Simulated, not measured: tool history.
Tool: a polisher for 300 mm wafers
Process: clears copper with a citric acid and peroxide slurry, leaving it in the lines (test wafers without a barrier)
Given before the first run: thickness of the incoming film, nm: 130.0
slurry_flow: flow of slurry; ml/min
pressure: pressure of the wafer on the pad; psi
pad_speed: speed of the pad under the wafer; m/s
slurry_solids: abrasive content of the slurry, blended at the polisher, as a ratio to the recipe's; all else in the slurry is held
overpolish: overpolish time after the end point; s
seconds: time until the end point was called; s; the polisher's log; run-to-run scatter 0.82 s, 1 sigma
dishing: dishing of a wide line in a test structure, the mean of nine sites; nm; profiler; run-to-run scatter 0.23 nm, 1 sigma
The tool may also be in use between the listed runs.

run	hour	slurry_flow	pressure	pad_speed	slurry_solids	overpolish	seconds	dishing
1	0.0	240	2.2	0.88	1.00	10	87.215	10.3680
2	0.7	240	2.2	0.88	0.85	10	92.407	9.7430
3	7.2	210	2.2	0.88	0.85	10	95.514	9.4734
4	12.5	210	1.7	0.88	0.85	10	116.970	7.3743
5	16.7	230	1.7	0.88	0.85	10	117.730	7.6505
6	25.5	230	1.3	0.88	0.85	10	151.780	5.6829
7	34.4	235	1.9	0.94	0.85	5	101.190	4.4870
8	42.9	235	2.0	0.94	0.85	5	95.429	4.5967
9	51.8	235	2.1	0.94	0.85	5	88.621	4.8824
10	59.5	235	2.2	0.94	0.85	5	83.925	5.0878
11	67.2	235	2.3	0.94	0.85	5	81.949	5.4359
12	74.3	235	2.4	0.94	0.85	5	80.119	5.5943
13	77.0	235	3.0	0.96	0.85	9	62.477	12.6960
14	81.1	240	3.1	0.98	0.85	8	58.846	12.0550
15	83.9	240	3.1	0.98	0.85	8	59.281	12.0450
# hour 85.2: head pressure recalibrated
16	85.2	240	3.2	0.98	0.85	6	53.834	10.1210

What does the tool deliver on the next run?
17	89.0	240	3.2	0.98	0.85	7	?	?

{"run 17": {"seconds": 51.79, "dishing": 11.901}}
